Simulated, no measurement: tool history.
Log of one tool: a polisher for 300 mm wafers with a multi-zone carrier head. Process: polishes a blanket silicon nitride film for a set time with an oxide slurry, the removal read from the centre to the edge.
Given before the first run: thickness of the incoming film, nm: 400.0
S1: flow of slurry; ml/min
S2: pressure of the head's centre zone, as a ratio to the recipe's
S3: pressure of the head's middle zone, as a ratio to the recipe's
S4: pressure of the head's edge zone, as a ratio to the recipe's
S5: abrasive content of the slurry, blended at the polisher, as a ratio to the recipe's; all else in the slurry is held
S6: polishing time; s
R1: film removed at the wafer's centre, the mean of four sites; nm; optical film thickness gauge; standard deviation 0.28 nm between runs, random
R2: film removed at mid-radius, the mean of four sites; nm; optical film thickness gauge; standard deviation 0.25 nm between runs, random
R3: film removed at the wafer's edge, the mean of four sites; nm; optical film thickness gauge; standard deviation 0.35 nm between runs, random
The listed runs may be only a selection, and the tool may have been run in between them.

Run 1, hour 0.0: S1 130 ml/min, S2 1.00, S3 1.00, S4 1.00, S5 1.00, S6 86 s. Result: R1 41.297 nm, R2 41.576 nm, R3 43.850 nm.
Run 2, hour 4.0: S1 130 ml/min, S2 0.99, S3 1.00, S4 0.99, S5 0.95, S6 84 s. Result: R1 38.742 nm, R2 39.110 nm, R3 40.430 nm.
Run 3, hour 8.0: S1 130 ml/min, S2 0.99, S3 1.00, S4 0.91, S5 0.95, S6 84 s. Result: R1 39.543 nm, R2 38.245 nm, R3 38.841 nm.
Run 4, hour 8.6: S1 155 ml/min, S2 0.99, S3 1.00, S4 0.91, S5 0.95, S6 84 s. Result: R1 40.109 nm, R2 39.748 nm, R3 40.267 nm.
Run 5, hour 9.3: S1 155 ml/min, S2 1.06, S3 1.00, S4 0.91, S5 0.95, S6 84 s. Result: R1 41.977 nm, R2 40.500 nm, R3 39.939 nm.
Run 6, hour 14.4: S1 155 ml/min, S2 1.04, S3 1.01, S4 0.92, S5 0.90, S6 81 s. Result: R1 39.032 nm, R2 36.947 nm, R3 37.873 nm.
At hour 20.6: edge zone pressure recalibrated.
Run 7, hour 20.6: S1 155 ml/min, S2 1.02, S3 1.03, S4 0.92, S5 0.85, S6 79 s. Result: R1 36.057 nm, R2 36.106 nm, R3 34.300 nm.
Run 8, hour 26.7: S1 155 ml/min, S2 1.00, S3 1.03, S4 0.93, S5 0.80, S6 78 s. Result: R1 32.870 nm, R2 34.374 nm, R3 32.243 nm.
Run 9, hour 34.0: S1 155 ml/min, S2 0.98, S3 1.02, S4 0.93, S5 0.75, S6 78 s. Result: R1 31.061 nm, R2 31.861 nm, R3 30.502 nm.
Run 10, hour 42.4: S1 155 ml/min, S2 0.96, S3 1.02, S4 0.94, S5 0.75, S6 78 s. Result: R1 30.613 nm, R2 31.997 nm, R3 31.369 nm.

The next listed run, before its measurement:
Run 11, hour 44.2: S1 155 ml/min, S2 0.95, S3 1.02, S4 0.94, S5 0.70, S6 78 s. Result: R1 ?, R2 ?, R3 ?.

R1: 28.492 nm
R2: 30.628 nm
R3: 29.554 nm
